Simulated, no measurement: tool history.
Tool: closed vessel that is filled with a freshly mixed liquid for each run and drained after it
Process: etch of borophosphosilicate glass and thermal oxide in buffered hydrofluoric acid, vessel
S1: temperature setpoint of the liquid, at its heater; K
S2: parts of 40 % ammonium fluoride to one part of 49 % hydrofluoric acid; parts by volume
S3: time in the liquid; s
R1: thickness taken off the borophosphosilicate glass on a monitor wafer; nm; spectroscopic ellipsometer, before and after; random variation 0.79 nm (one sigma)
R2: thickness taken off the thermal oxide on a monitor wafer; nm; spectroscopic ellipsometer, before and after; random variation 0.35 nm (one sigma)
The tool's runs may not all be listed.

run  hour      S1    S2  S3       R1      R2
  1   0.0  296.15   9.5  60  117.270  66.707
  2   1.6  297.15   9.5  60  124.530  70.634
  3   8.3  297.15  12.5  60   96.192  54.907
  4  11.4  298.15  12.0  60  105.990  60.331
  5  15.1  298.15  10.0  60  126.290  72.362
  6  16.6  300.15  10.0  60  140.990  80.323
  7  20.3  300.15  10.0  60  141.200  80.072
  8  26.8  300.65  10.0  60  143.520  82.630

Forecast run 9:
  9  30.1  304.15  9.5  60   ?   ?

{"run 9": {"R1": 180.09, "R2": 103.39}}

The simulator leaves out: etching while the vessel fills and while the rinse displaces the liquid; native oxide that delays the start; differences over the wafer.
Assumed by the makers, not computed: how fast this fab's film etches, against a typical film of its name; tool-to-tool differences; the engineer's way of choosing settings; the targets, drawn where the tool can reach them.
